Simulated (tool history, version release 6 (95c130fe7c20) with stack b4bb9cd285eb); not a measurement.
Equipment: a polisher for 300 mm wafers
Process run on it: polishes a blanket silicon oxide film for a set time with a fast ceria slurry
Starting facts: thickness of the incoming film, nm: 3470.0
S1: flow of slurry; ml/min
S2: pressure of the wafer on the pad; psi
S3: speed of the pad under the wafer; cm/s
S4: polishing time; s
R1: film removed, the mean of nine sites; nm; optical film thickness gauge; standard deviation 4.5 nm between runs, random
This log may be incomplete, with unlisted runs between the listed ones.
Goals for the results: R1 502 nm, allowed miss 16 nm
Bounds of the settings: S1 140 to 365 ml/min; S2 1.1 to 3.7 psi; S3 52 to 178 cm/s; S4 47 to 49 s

run  hour   S1   S2   S3  S4      R1
  1     0  235  2.4  114  47  724.78
  2   6.1  235  2.4  114  49  776.29
  3   8.5  235  2.1  114  49  683.29
  4  10.4  235  2.6  114  49  818.93
  5  13.3  235  2.6  114  47  790.55
  6  14.9  200  2.6  114  47   782.7
  7  23.6  200  2.3  114  47   697.9
  8  31.4  200  2.1  114  47  624.99

Which of these 5 next moves meets every target?
  A  39.2  200  2.2  122  48   ?
  B  39.2  230    2  100  47   ?
  C  39.2  185  1.8  126  47   ?
  D  39.2  200  1.8  110  47   ?
  E  39.2  190  1.8  104  47   ?

move      R1
   A  736.34
   B  550.94
   C   616.3
   D  543.46
   E  512.69
A: further off than the last run
B: moves toward the targets from the last run without getting all of them in spec
C: moves toward the targets from the last run without getting all of them in spec
D: moves toward the targets from the last run without getting all of them in spec
E: all results in spec
E is the move that brings every result within its allowed miss.
